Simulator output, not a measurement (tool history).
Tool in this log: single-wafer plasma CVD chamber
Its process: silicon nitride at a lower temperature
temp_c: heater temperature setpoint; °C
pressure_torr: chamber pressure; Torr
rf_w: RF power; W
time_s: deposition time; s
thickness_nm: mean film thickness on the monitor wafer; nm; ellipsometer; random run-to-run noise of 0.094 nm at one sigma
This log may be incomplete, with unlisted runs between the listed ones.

run,day,temp_c,pressure_torr,rf_w,time_s,thickness_nm
1,0,335,1.1,320,39.1,41.305
2,0.338,335,1.24,320,39.1,42.806
3,0.433,335,1.12,315,39.1,40.991
4,0.654,335,1.02,315,39.1,39.75
5,1,335,0.95,315,39.1,38.815
6,1.167,335,0.8,315,39.1,36.695
# day 1.196: RF generator calibrated
7,1.196,335,0.76,315,39.1,37.465

What will run 8 give?
8,1.417,335,0.74,315,39.1,?

{"run 8": {"thickness_nm": 37.276}}
